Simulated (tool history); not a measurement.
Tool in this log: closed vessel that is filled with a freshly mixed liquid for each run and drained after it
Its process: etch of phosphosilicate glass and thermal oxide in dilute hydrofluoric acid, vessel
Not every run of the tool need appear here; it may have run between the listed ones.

run  hour  temperature setpoint of the liquid (K)  parts of water to one part of 49 % hydrofluoric acid (parts by volume)  time in the liquid (s)  thickness taken off the phosphosilicate glass on a monitor wafer (angstrom)  thickness taken off the thermal oxide on a monitor wafer (angstrom)
  1     0                                  296.15                                                                      55                      60                                                                       1444.3                                                               50.942
  2   7.3                                  295.15                                                                      60                      60                                                                       1276.7                                                               45.516
  3   8.2                                  294.65                                                                      65                      60                                                                       1150.4                                                               40.603
  4  15.3                                  294.65                                                                      75                      60                                                                       959.94                                                               34.591
  5  20.3                                  297.65                                                                      75                      60                                                                       1096.9                                                               39.323
  6  23.7                                  296.65                                                                      75                      60                                                                       1053.7                                                               37.698

What does the tool deliver on the next run?
  7  25.6                                  295.65                                                                      75                      60                                                                            ?                                                                    ?

{"run 7": {"thickness taken off the phosphosilicate glass on a monitor wafer (angstrom)": 999.48, "thickness taken off the thermal oxide on a monitor wafer (angstrom)": 36.186}}

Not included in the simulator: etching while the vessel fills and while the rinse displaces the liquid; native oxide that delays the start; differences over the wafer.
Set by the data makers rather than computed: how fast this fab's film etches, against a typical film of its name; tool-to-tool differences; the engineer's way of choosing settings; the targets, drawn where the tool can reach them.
